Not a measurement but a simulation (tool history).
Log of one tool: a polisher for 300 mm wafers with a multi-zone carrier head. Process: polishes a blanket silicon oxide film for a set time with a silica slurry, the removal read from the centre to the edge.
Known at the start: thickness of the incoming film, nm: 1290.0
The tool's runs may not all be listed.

run	hour	flow of slurry (ml/min)	pressure of the head's centre zone	pressure of the head's middle zone	pressure of the head's edge zone	abrasive content of the slurry	polishing time (s)	film removed at the wafer's centre (nm)	film removed at mid-radius (nm)	film removed at the wafer's edge (nm)
1	0	285	1	1	1	1	83	346.43	328.54	328.33
2	4	285	1.01	0.99	0.98	0.95	83	335.28	313.55	323.85
3	5.9	285	1.01	0.91	0.98	0.95	83	342.07	294.01	318.22
4	11.8	295	1.03	0.92	0.96	0.9	82	334.19	282.14	305.65
5	19.7	300	1.04	0.93	0.94	0.85	81	324.3	278.33	288.51
6	28.6	300	1.04	0.92	0.93	0.8	81	317.22	271.88	283.33
7	33.9	300	1.05	0.92	0.92	0.75	81	314.07	257.63	268.21
8	37	295	1.05	0.92	0.91	0.75	81	306.73	257.8	272.59

Run 9 comes next. What will it give?
9	43.1	295	1.05	0.92	0.91	0.75	81	?	?	?

film removed at the wafer's centre (nm): 309.93
film removed at mid-radius (nm): 260.2
film removed at the wafer's edge (nm): 264.66

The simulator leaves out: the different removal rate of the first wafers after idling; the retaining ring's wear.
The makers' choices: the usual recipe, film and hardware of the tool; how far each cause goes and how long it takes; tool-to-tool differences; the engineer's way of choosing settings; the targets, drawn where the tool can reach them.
